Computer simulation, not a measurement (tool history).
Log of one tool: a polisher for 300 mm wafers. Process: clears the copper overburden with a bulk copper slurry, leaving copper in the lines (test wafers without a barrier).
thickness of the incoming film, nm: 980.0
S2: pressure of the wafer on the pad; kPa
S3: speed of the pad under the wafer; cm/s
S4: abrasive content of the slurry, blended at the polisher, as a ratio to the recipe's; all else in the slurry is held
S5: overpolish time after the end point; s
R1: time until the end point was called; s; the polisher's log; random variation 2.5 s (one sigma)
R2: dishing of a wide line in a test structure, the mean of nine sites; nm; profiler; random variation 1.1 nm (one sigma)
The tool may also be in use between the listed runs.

run 1 day=0.000 | flow_of_slurry_(ml/min)=175 S2=18.6 S3=84 S4=1.00 S5=14 | R1=142.12 R2=57.097
run 2 day=0.154 | flow_of_slurry_(ml/min)=175 S2=17.2 S3=84 S4=1.00 S5=14 | R1=152.26 R2=52.740
run 3 day=0.242 | flow_of_slurry_(ml/min)=175 S2=17.2 S3=84 S4=0.85 S5=14 | R1=158.45 R2=52.448
run 4 day=0.554 | flow_of_slurry_(ml/min)=175 S2=17.2 S3=84 S4=0.95 S5=14 | R1=154.98 R2=52.338
run 5 day=0.783 | flow_of_slurry_(ml/min)=135 S2=17.2 S3=84 S4=0.95 S5=14 | R1=162.64 R2=52.402
run 6 day=0.950 | flow_of_slurry_(ml/min)=135 S2=17.2 S3=84 S4=0.95 S5=19 | R1=160.42 R2=64.852

Forecast run 7:
run 7 day=1.292 | flow_of_slurry_(ml/min)=135 S2=16.5 S3=84 S4=0.95 S5=18 | R1=? R2=?

{"run 7": {"R1": 165.27, "R2": 63.623}}
